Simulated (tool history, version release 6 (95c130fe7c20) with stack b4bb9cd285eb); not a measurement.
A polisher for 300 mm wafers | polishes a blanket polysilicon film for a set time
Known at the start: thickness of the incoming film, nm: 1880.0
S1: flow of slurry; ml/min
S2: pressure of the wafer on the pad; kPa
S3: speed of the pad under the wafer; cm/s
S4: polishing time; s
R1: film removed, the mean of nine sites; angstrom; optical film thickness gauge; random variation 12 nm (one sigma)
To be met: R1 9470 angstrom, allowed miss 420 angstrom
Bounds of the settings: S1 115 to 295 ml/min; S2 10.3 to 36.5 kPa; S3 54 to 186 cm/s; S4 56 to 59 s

run 1 hour=0 | S1=190 S2=23.4 S3=118 S4=56 | R1=5133.7
run 2 hour=4.2 | S1=160 S2=23.4 S3=118 S4=56 | R1=4990.6
run 3 hour=10.3 | S1=160 S2=27.6 S3=118 S4=56 | R1=5904.2
run 4 hour=12.9 | S1=160 S2=27.6 S3=118 S4=56 | R1=5793.5
run 5 hour=17.1 | S1=160 S2=27.6 S3=88 S4=56 | R1=4323.2
-- hour=19.1 worn pad replaced by a new one
run 6 hour=19.1 | S1=165 S2=29.6 S3=96 S4=56 | R1=5581.8
run 7 hour=23.7 | S1=185 S2=31 S3=96 S4=56 | R1=5906
run 8 hour=28.6 | S1=195 S2=32.4 S3=100 S4=56 | R1=6570.9
run 9 hour=30.1 | S1=195 S2=32.4 S3=100 S4=56 | R1=6546.9
run 10 hour=31.3 | S1=200 S2=33.1 S3=104 S4=56 | R1=7036.8
run 11 hour=33 | S1=205 S2=33.8 S3=106 S4=56 | R1=7273.8
run 12 hour=37 | S1=205 S2=34.5 S3=110 S4=56 | R1=7461.5
run 13 hour=38.3 | S1=210 S2=35.2 S3=114 S4=56 | R1=8148.2
run 14 hour=45.9 | S1=215 S2=35.2 S3=116 S4=56 | R1=8191.6
run 15 hour=50 | S1=215 S2=35.2 S3=118 S4=56 | R1=8447.6

Which of these 4 next moves meets every target?
run A hour=54.1 | S1=195 S2=33.8 S3=116 S4=56 | R1=?
run B hour=54.1 | S1=230 S2=36.5 S3=120 S4=59 | R1=?
run C hour=54.1 | S1=190 S2=36.5 S3=136 S4=59 | R1=?
run D hour=54.1 | S1=250 S2=33.8 S3=116 S4=59 | R1=?

move=A R1=7711.1
move=B R1=9248.7
move=C R1=10173
move=D R1=8392
A: further off than the last run
B: meets every target
C: takes the result that was furthest off past its target
D: further off than the last run
The right move is B.

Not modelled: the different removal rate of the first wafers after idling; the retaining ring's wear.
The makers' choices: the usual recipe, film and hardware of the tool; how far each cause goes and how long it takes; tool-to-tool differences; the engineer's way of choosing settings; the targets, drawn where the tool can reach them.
